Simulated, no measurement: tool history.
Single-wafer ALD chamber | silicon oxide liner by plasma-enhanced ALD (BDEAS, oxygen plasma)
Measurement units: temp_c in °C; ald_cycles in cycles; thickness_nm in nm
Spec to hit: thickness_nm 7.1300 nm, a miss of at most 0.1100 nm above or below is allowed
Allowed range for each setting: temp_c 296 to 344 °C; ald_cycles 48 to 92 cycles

{"run": 1, "hour": 0.0, "temp_c": 320, "ald_cycles": 70, "thickness_nm": 6.0188}
{"run": 2, "hour": 6.5, "temp_c": 320, "ald_cycles": 66, "thickness_nm": 5.6878}
{"run": 3, "hour": 14.6, "temp_c": 319, "ald_cycles": 69, "thickness_nm": 5.9394}
{"run": 4, "hour": 21.6, "temp_c": 315, "ald_cycles": 69, "thickness_nm": 5.966}
{"run": 5, "hour": 30.5, "temp_c": 320, "ald_cycles": 69, "thickness_nm": 5.9232}
{"run": 6, "hour": 34.2, "temp_c": 319, "ald_cycles": 71, "thickness_nm": 6.1303}
{"run": 7, "hour": 37.7, "temp_c": 319, "ald_cycles": 73, "thickness_nm": 6.2679}
{"run": 8, "hour": 46.2, "temp_c": 319, "ald_cycles": 75, "thickness_nm": 6.4597}
{"run": 9, "hour": 54.2, "temp_c": 319, "ald_cycles": 76, "thickness_nm": 6.5769}
{"run": 10, "hour": 62.1, "temp_c": 319, "ald_cycles": 77, "thickness_nm": 6.6372}
{"run": 11, "hour": 65.4, "temp_c": 319, "ald_cycles": 78, "thickness_nm": 6.7409}
{"run": 12, "hour": 73.0, "temp_c": 319, "ald_cycles": 79, "thickness_nm": 6.829}
{"run": 13, "hour": 73.5, "temp_c": 319, "ald_cycles": 80, "thickness_nm": 6.8999}

Exercise: of the 4 proposed moves below, exactly one satisfies all targets within the stated allowed misses. Which move is it?
{"run": "A", "hour": 74.0, "temp_c": 308, "ald_cycles": 82, "thickness_nm": "?"}
{"run": "B", "hour": 74.0, "temp_c": 321, "ald_cycles": 86, "thickness_nm": "?"}
{"run": "C", "hour": 74.0, "temp_c": 329, "ald_cycles": 78, "thickness_nm": "?"}
{"run": "D", "hour": 74.0, "temp_c": 308, "ald_cycles": 78, "thickness_nm": "?"}

move=A thickness_nm=7.1975
move=B thickness_nm=7.4198
move=C thickness_nm=6.6577
move=D thickness_nm=6.8464
A: all results in spec
B: takes the biggest miss from the last run beyond its target
C: further off than the last run
D: further off than the last run
So the answer is move A, the one that meets all the targets.
